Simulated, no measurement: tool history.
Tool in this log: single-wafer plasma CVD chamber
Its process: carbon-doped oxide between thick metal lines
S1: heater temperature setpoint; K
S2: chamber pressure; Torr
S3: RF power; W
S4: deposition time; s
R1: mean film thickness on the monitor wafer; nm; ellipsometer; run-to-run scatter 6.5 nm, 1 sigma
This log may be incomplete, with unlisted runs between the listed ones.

run  hour      S1    S2   S3   S4      R1
  1   0.0  608.15  4.06  620  250  1507.2
  2   8.8  610.15  3.95  615  250  1467.5
  3  16.3  612.15  3.91  615  250  1475.8
  4  22.7  612.15  3.91  545  250  1360.4
  5  27.6  612.15  3.91  480  250  1227.1
  6  29.4  610.15  4.12  485  250  1258.0
  7  32.2  608.15  4.29  490  250  1284.6
  8  37.0  606.15  4.41  490  250  1305.6

The next listed run, before its measurement:
  9  42.5  604.15  4.48  490  250   ?

Run 9 came out at R1 1316.9 nm.

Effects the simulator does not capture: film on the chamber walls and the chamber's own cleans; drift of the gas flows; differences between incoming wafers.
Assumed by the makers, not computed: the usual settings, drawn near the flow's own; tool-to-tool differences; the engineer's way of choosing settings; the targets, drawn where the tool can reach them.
